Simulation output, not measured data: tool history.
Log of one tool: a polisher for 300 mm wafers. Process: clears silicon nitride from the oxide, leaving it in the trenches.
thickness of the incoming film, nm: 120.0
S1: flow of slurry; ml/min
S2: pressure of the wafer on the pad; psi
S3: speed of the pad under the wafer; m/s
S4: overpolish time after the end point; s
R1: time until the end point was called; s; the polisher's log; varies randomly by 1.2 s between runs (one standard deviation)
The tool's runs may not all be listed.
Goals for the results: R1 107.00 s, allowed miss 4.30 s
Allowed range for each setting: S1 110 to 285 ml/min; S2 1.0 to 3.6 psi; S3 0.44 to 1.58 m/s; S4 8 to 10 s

| run | hour | S1 | S2 | S3 | S4 | R1 |
|---|---|---|---|---|---|---|
| 1 | 0.0 | 180 | 2.3 | 1.00 | 10 | 143.75 |
| 2 | 0.9 | 180 | 2.5 | 1.00 | 10 | 133.67 |
| 3 | 9.4 | 180 | 2.6 | 1.00 | 10 | 134.92 |
| 4 | 16.9 | 180 | 2.8 | 1.00 | 10 | 127.45 |
| 5 | 22.3 | 180 | 2.8 | 0.92 | 10 | 137.46 |
| 6 | 25.5 | 180 | 3.0 | 0.92 | 10 | 134.32 |
| 7 | 30.9 | 185 | 3.2 | 0.94 | 10 | 123.59 |
|  | 32.3 | head pressure recalibrated |
| 8 | 32.3 | 185 | 3.3 | 0.96 | 10 | 115.16 |

Consider the 5 candidate settings below. Which is the only one whose results all fall within their allowed miss of target?
| A | 33.7 | 205 | 2.5 | 1.10 | 10 | ? |
| B | 33.7 | 155 | 3.5 | 0.80 | 9 | ? |
| C | 33.7 | 155 | 3.6 | 0.90 | 8 | ? |
| D | 33.7 | 175 | 3.1 | 1.06 | 8 | ? |
| E | 33.7 | 190 | 3.6 | 0.86 | 10 | ? |

| move | R1 |
|---|---|
| A | 118.03 |
| B | 133.88 |
| C | 117.17 |
| D | 108.78 |
| E | 118.88 |
A: misses by more than the last run did
B: misses by more than the last run did
C: misses by more than the last run did
D: all results in spec
E: misses by more than the last run did
Move D is the one to make.

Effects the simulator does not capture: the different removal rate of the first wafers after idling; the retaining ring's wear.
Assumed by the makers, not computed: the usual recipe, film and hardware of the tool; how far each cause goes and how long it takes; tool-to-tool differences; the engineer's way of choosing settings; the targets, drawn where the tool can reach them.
